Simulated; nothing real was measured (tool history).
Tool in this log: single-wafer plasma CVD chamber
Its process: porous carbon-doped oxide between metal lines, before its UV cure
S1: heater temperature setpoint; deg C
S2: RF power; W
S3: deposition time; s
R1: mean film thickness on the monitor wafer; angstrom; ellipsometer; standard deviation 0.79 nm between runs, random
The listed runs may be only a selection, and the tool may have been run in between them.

{"run": 1, "hour": 0.0, "S1": 305, "S2": 550, "S3": 35.2, "R1": 1968.5}
{"run": 2, "hour": 8.8, "S1": 310, "S2": 530, "S3": 35.1, "R1": 1846.2}
{"run": 3, "hour": 16.9, "S1": 306, "S2": 530, "S3": 35.1, "R1": 1910.7}
{"run": 4, "hour": 24.7, "S1": 306, "S2": 530, "S3": 35.2, "R1": 1898.6}
{"run": 5, "hour": 29.8, "S1": 311, "S2": 525, "S3": 35.2, "R1": 1833.9}
{"run": 6, "hour": 32.4, "S1": 315, "S2": 520, "S3": 35.2, "R1": 1791.9}

Forecast run 7:
{"run": 7, "hour": 34.2, "S1": 318, "S2": 515, "S3": 35.2, "R1": "?"}

Run 7 gave R1 1756.2 angstrom.
